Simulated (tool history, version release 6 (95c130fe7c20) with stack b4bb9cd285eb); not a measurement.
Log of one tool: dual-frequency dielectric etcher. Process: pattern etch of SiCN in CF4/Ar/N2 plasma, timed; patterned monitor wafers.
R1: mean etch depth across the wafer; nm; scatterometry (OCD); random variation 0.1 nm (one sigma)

Run 1, hour 0: source power (kW) 0.34, bias power (kW) 0.079, Ar flow (sccm) 120, CF4 flow (sccm) 76, etch time (s) 58. Result: R1 41.114 nm.
Run 2, hour 2.7: source power (kW) 0.37, bias power (kW) 0.08, Ar flow (sccm) 120, CF4 flow (sccm) 76, etch time (s) 58. Result: R1 44.522 nm.
Run 3, hour 3.3: source power (kW) 0.34, bias power (kW) 0.08, Ar flow (sccm) 120, CF4 flow (sccm) 76, etch time (s) 58. Result: R1 41.359 nm.
Run 4, hour 11.7: source power (kW) 0.34, bias power (kW) 0.08, Ar flow (sccm) 106, CF4 flow (sccm) 76, etch time (s) 58. Result: R1 42.217 nm.
Run 5, hour 19.8: source power (kW) 0.37, bias power (kW) 0.081, Ar flow (sccm) 106, CF4 flow (sccm) 76, etch time (s) 58. Result: R1 45.54 nm.
Run 6, hour 24.8: source power (kW) 0.39, bias power (kW) 0.082, Ar flow (sccm) 106, CF4 flow (sccm) 76, etch time (s) 58. Result: R1 47.707 nm.

The next listed run, before its measurement:
Run 7, hour 28.3: source power (kW) 0.4, bias power (kW) 0.083, Ar flow (sccm) 106, CF4 flow (sccm) 76, etch time (s) 58. Result: R1 ?.

R1: 48.903 nm
